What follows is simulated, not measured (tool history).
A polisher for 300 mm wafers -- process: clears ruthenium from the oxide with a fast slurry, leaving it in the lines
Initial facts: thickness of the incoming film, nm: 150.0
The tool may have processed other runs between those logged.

| run | day | flow of slurry (ml/min) | pressure of the wafer on the pad (kPa) | speed of the pad under the wafer (cm/s) | abrasive content of the slurry | overpolish time after the end point (s) | time until the end point was called (s) | dishing of a wide line in a test structure (angstrom) |
|---|---|---|---|---|---|---|---|---|
| 1 | 0 | 315 | 17.2 | 100 | 1 | 18 | 43.416 | 417.63 |
| 2 | 0.05 | 315 | 17.2 | 100 | 1.2 | 18 | 39.057 | 439.26 |
| 3 | 0.158 | 315 | 15.9 | 94 | 1.2 | 17 | 44.522 | 396.37 |
| 4 | 0.342 | 285 | 15.9 | 94 | 1.2 | 17 | 44.171 | 381.07 |
| 5 | 0.675 | 285 | 14.5 | 88 | 1.2 | 16 | 49.843 | 317.1 |
|  | 0.9 | head pressure recalibrated |
| 6 | 0.9 | 285 | 12.4 | 88 | 1.2 | 16 | 52.244 | 331.04 |
| 7 | 0.971 | 285 | 12.4 | 88 | 1.2 | 16 | 52.891 | 311.68 |

Estimate the outcome of run 8 from the log above:
| 8 | 1.175 | 285 | 7.6 | 64 | 1.15 | 12 | ? | ? |

{"run 8": {"time until the end point was called (s)": 90.784, "dishing of a wide line in a test structure (angstrom)": 164.69}}

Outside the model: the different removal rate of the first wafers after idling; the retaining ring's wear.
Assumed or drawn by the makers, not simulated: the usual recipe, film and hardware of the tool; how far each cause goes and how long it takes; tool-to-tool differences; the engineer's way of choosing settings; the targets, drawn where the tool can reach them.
